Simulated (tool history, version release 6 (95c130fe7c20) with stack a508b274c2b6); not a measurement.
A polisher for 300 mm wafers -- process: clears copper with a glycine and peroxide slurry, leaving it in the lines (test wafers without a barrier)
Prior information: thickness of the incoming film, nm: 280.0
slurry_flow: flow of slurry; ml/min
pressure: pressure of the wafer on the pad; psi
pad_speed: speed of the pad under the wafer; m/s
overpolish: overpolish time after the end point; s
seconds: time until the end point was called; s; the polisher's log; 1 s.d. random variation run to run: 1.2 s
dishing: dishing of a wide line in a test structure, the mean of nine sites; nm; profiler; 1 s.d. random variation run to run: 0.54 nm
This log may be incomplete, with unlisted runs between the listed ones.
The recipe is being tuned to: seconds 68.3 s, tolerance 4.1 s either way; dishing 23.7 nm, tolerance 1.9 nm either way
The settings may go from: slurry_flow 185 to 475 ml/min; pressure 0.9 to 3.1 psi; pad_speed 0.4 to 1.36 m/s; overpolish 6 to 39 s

run 1 hour=0 | slurry_flow=305 pressure=2 pad_speed=0.88 overpolish=20 | seconds=67.402 dishing=54.255
run 2 hour=2.5 | slurry_flow=300 pressure=1.7 pad_speed=1 overpolish=15 | seconds=69.948 dishing=39.521
run 3 hour=10.6 | slurry_flow=300 pressure=1.9 pad_speed=1 overpolish=15 | seconds=62.628 dishing=43.176
run 4 hour=11.8 | slurry_flow=300 pressure=1.6 pad_speed=1 overpolish=15 | seconds=73.69 dishing=36.917
run 5 hour=13.9 | slurry_flow=300 pressure=1.6 pad_speed=1.08 overpolish=15 | seconds=70.05 dishing=40.686
run 6 hour=16.8 | slurry_flow=290 pressure=1.7 pad_speed=1 overpolish=12 | seconds=69.66 dishing=33.883
run 7 hour=24.2 | slurry_flow=290 pressure=1.7 pad_speed=1 overpolish=12 | seconds=70.736 dishing=32.812
run 8 hour=31.9 | slurry_flow=280 pressure=1.7 pad_speed=1 overpolish=10 | seconds=70.811 dishing=28.234
run 9 hour=33.8 | slurry_flow=275 pressure=1.7 pad_speed=1 overpolish=9 | seconds=70.855 dishing=26.256
run 10 hour=40.4 | slurry_flow=275 pressure=1.7 pad_speed=1 overpolish=9 | seconds=70.264 dishing=25.747
run 11 hour=41.4 | slurry_flow=270 pressure=1.7 pad_speed=1 overpolish=9 | seconds=69.626 dishing=25.598
run 12 hour=47.3 | slurry_flow=265 pressure=1.7 pad_speed=1 overpolish=9 | seconds=70.939 dishing=26.54

Pick the move, out of 5, that brings all results within their allowed miss; only one does.
run A hour=53.2 | slurry_flow=295 pressure=1.6 pad_speed=1.02 overpolish=11 | seconds=? dishing=?
run B hour=53.2 | slurry_flow=320 pressure=1.6 pad_speed=1.1 overpolish=8 | seconds=? dishing=?
run C hour=53.2 | slurry_flow=195 pressure=1.7 pad_speed=0.98 overpolish=11 | seconds=? dishing=?
run D hour=53.2 | slurry_flow=345 pressure=1.7 pad_speed=0.96 overpolish=12 | seconds=? dishing=?
run E hour=53.2 | slurry_flow=260 pressure=1.9 pad_speed=0.92 overpolish=10 | seconds=? dishing=?

move=A seconds=72.688 dishing=30.202
move=B seconds=68.675 dishing=23.882
move=C seconds=75.286 dishing=29.364
move=D seconds=71.247 dishing=33.279
move=E seconds=69.367 dishing=29.151
A: the biggest miss grows against the last run
B: every result within its allowed miss
C: the biggest miss grows against the last run
D: the biggest miss grows against the last run
E: the biggest miss grows against the last run
The right move is B.
